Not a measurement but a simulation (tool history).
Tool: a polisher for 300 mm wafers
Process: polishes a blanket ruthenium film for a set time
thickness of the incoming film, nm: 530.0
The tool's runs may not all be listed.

run,hour,flow of slurry (ml/min),pressure of the wafer on the pad (kPa),speed of the pad under the wafer (m/s),polishing time (s),film removed (angstrom)
1,0.0,220,13.1,1.04,25,267.68
2,6.1,220,11.0,0.92,25,211.20
3,12.0,220,11.0,1.12,25,245.87
4,20.0,220,11.0,1.28,25,282.92
5,28.9,195,11.0,1.28,25,287.63
6,36.2,195,11.0,1.28,25,284.53
7,38.9,195,9.7,1.08,24,208.37

Forecast run 8:
8,47.5,195,9.0,0.96,24,?

{"run 8": {"film removed (angstrom)": 186.28}}
